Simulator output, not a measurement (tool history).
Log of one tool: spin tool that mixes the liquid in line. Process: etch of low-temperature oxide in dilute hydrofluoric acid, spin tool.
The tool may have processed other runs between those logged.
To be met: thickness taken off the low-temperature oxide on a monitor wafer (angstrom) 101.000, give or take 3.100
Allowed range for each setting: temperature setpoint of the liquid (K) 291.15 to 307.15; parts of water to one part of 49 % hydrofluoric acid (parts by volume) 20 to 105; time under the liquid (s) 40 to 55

| run | hour | temperature setpoint of the liquid (K) | parts of water to one part of 49 % hydrofluoric acid (parts by volume) | time under the liquid (s) | thickness taken off the low-temperature oxide on a monitor wafer (angstrom) |
|---|---|---|---|---|---|
| 1 | 0.0 | 299.15 | 55 | 55 | 237.880 |
| 2 | 1.2 | 299.15 | 70 | 55 | 181.500 |
| 3 | 6.7 | 299.15 | 70 | 40 | 132.090 |
| 4 | 15.2 | 297.65 | 70 | 40 | 124.450 |
| 5 | 18.4 | 297.65 | 70 | 55 | 168.190 |
| 6 | 24.5 | 297.65 | 50 | 55 | 244.800 |
| 7 | 28.1 | 296.15 | 55 | 55 | 206.650 |
| 8 | 30.8 | 295.15 | 60 | 55 | 181.880 |
| 9 | 34.9 | 291.15 | 85 | 55 | 105.780 |
| 10 | 35.6 | 291.15 | 85 | 50 | 96.640 |

Next run, 5 choices. One meets every target within its allowed miss, the rest don't. Which?
| A | 36.3 | 291.15 | 75 | 45 | ? |
| B | 36.3 | 293.65 | 95 | 50 | ? |
| C | 36.3 | 293.65 | 100 | 50 | ? |
| D | 36.3 | 291.15 | 100 | 55 | ? |
| E | 36.3 | 291.15 | 85 | 55 | ? |

| move | thickness taken off the low-temperature oxide on a monitor wafer (angstrom) |
|---|---|
| A | 100.730 |
| B | 95.898 |
| C | 90.588 |
| D | 89.860 |
| E | 107.440 |
A: hits every target within its allowed miss
B: its largest miss is bigger than the last run's
C: its largest miss is bigger than the last run's
D: its largest miss is bigger than the last run's
E: moves the result that the last run missed by most past its target, out the other side
So the answer is move A, the one that meets all the targets.
